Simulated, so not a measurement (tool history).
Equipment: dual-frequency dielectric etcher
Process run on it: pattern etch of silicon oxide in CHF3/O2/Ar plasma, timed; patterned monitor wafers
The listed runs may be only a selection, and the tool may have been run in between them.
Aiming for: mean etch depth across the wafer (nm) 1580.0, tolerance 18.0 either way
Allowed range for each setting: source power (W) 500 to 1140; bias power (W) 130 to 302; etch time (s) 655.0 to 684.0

run  hour  source power (W)  bias power (W)  etch time (s)  mean etch depth across the wafer (nm)
  1   0.0               820             216          655.0                                 1468.4
  2   8.5               770             216          655.0                                 1438.2
  3   9.7               900             216          655.0                                 1514.0
  4  10.4               820             216          655.0                                 1465.4
  5  12.0               860             217          655.0                                 1497.3
  6  18.5               890             218          655.0                                 1515.1
  7  24.9               890             218          655.0                                 1515.8
  8  33.2               910             219          655.0                                 1528.1
  9  42.0               930             219          655.0                                 1535.3
 10  44.1               950             219          655.0                                 1547.7
 11  51.8               960             219          655.0                                 1557.5

Exactly one of the 4 candidate moves below puts every result within its allowed miss. Which one?
  A  59.5               980             186          666.5                                      ?
  B  59.5               890             206          663.0                                      ?
  C  59.5               900             215          681.0                                      ?
  D  59.5               950             195          664.0                                      ?

move  mean etch depth across the wafer (nm)
   A                                 1536.5
   B                                 1514.6
   C                                 1579.8
   D                                 1531.6
A: its largest miss is bigger than the last run's
B: its largest miss is bigger than the last run's
C: meets every target
D: its largest miss is bigger than the last run's
So the answer is move C, the one that meets all the targets.
